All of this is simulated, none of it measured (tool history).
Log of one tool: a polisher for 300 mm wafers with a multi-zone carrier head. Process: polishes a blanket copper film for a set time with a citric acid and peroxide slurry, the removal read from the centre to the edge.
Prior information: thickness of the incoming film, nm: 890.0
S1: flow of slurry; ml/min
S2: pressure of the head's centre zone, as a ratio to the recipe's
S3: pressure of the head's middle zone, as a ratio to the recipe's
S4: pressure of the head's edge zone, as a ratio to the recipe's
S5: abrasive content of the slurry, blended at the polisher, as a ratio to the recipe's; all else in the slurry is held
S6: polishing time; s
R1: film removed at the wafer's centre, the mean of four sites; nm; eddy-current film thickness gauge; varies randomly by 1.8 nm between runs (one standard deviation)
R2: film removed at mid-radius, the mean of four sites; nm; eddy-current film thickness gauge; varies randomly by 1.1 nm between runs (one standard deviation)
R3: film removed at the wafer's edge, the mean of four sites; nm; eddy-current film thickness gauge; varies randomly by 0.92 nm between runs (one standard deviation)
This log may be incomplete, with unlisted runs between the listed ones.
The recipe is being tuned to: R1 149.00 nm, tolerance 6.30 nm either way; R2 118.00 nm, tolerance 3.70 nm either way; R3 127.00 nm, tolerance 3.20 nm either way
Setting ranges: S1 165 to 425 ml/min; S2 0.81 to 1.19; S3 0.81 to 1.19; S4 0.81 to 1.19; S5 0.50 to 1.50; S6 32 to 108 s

run	hour	S1	S2	S3	S4	S5	S6	R1	R2	R3
1	0.0	275	1.00	1.00	1.00	1.00	70	131.49	132.66	133.21
2	2.2	330	1.00	1.00	1.00	1.00	70	135.91	137.66	134.17
3	9.9	330	1.00	1.00	1.04	1.00	70	138.76	136.18	137.78
4	16.7	330	1.00	1.00	1.04	1.00	85	166.37	166.94	166.92
5	25.2	365	1.00	1.00	1.04	1.00	85	166.74	168.12	165.62
6	30.6	365	1.06	1.00	1.04	1.00	85	176.36	165.17	164.23
7	36.8	365	1.07	0.95	1.00	0.85	83	167.08	154.20	154.81
8	43.2	360	1.10	0.91	0.98	0.75	80	163.55	136.71	145.53
9	52.2	360	1.10	0.89	0.94	0.65	79	158.51	130.13	138.47
10	57.6	295	1.09	0.82	0.84	0.50	78	143.17	114.40	123.77

Exactly one of the 4 candidate moves below puts every result within its allowed miss. Which one?
A	63.0	350	1.03	0.83	0.86	0.60	74	?	?	?
B	63.0	285	1.05	0.99	0.83	0.60	74	?	?	?
C	63.0	225	1.00	0.81	1.00	0.60	79	?	?	?
D	63.0	205	1.11	0.83	0.85	0.60	81	?	?	?

move	R1	R2	R3
A	139.77	115.62	122.92
B	139.44	131.14	118.85
C	136.93	115.00	135.47
D	153.22	118.50	127.37
A: further off than the last run
B: further off than the last run
C: pushes the last run's worst result past its target
D: all results land within tolerance of their targets
D meets every target.

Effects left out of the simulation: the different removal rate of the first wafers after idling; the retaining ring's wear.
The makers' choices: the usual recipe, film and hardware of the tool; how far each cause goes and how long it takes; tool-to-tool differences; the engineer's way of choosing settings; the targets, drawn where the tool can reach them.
